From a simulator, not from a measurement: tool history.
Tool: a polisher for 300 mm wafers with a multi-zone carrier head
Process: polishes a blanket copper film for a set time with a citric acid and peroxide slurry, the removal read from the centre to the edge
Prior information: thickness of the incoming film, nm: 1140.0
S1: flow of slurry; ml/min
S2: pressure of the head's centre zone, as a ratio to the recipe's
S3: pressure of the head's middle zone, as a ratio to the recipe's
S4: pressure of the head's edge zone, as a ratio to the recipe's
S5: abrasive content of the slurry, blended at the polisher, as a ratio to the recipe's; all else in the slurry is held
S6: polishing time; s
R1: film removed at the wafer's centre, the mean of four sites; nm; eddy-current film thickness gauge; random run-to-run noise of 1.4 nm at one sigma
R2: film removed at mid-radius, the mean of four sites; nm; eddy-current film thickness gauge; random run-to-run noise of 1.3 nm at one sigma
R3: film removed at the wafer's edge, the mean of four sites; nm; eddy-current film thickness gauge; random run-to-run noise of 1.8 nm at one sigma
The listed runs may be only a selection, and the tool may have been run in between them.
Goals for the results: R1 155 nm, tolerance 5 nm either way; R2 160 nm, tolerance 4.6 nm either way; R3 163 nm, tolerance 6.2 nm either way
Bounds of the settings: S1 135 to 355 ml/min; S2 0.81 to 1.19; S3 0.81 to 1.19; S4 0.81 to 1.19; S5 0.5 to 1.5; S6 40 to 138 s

run 1 hour=0 | S1=225 S2=1 S3=1 S4=1 S5=1 S6=88 | R1=188.4 R2=190.33 R3=193.34
run 2 hour=6.5 | S1=225 S2=1 S3=1 S4=1 S5=0.9 S6=88 | R1=183.81 R2=188.3 R3=188.35
run 3 hour=14.6 | S1=225 S2=1 S3=0.92 S4=1 S5=0.9 S6=88 | R1=188.61 R2=176.13 R3=188.52
run 4 hour=17.6 | S1=220 S2=0.98 S3=0.91 S4=0.98 S5=0.85 S6=88 | R1=177.24 R2=169.68 R3=183.9
run 5 hour=23.6 | S1=220 S2=0.98 S3=0.91 S4=0.93 S5=0.85 S6=88 | R1=181.13 R2=174.14 R3=179.94
run 6 hour=32.2 | S1=220 S2=0.93 S3=0.91 S4=0.93 S5=0.85 S6=88 | R1=170.39 R2=174.04 R3=182.52
run 7 hour=35 | S1=210 S2=0.93 S3=0.9 S4=0.91 S5=0.8 S6=88 | R1=167.74 R2=168.81 R3=177.77
run 8 hour=36.4 | S1=205 S2=0.93 S3=0.9 S4=0.89 S5=0.75 S6=88 | R1=166.95 R2=168.63 R3=176.06
run 9 hour=44 | S1=205 S2=0.93 S3=0.9 S4=0.88 S5=0.7 S6=88 | R1=163.35 R2=166.95 R3=168.21
run 10 hour=44.8 | S1=200 S2=0.93 S3=0.9 S4=0.88 S5=0.7 S6=88 | R1=163.47 R2=165.57 R3=171.25
run 11 hour=53.2 | S1=195 S2=0.93 S3=0.9 S4=0.87 S5=0.7 S6=88 | R1=165.31 R2=164.81 R3=168.91
run 12 hour=59.4 | S1=190 S2=0.92 S3=0.9 S4=0.86 S5=0.7 S6=88 | R1=162.51 R2=164.87 R3=171.85

Next run, 5 choices. One meets every target within its allowed miss, the rest don't. Which?
run A hour=65.6 | S1=185 S2=0.81 S3=0.89 S4=0.87 S5=1.05 S6=86 | R1=? R2=? R3=?
run B hour=65.6 | S1=135 S2=0.97 S3=0.93 S4=0.96 S5=0.75 S6=80 | R1=? R2=? R3=?
run C hour=65.6 | S1=135 S2=0.94 S3=0.9 S4=0.99 S5=1.15 S6=82 | R1=? R2=? R3=?
run D hour=65.6 | S1=220 S2=0.9 S3=0.89 S4=0.86 S5=0.8 S6=83 | R1=? R2=? R3=?
run E hour=65.6 | S1=150 S2=1.01 S3=0.88 S4=0.88 S5=0.65 S6=92 | R1=? R2=? R3=?

move=A R1=150.29 R2=170.64 R3=175.37
move=B R1=155.02 R2=152.51 R3=159.38
move=C R1=163.76 R2=161.87 R3=176.48
move=D R1=157.65 R2=160.6 R3=163.66
move=E R1=184.14 R2=165.98 R3=174.13
A: brings the result that was furthest off to its target, and leaves another outside
B: brings the result that was furthest off to its target, and leaves another outside
C: misses by more than the last run did
D: each result inside its tolerance
E: misses by more than the last run did
Go with D: it meets all targets.

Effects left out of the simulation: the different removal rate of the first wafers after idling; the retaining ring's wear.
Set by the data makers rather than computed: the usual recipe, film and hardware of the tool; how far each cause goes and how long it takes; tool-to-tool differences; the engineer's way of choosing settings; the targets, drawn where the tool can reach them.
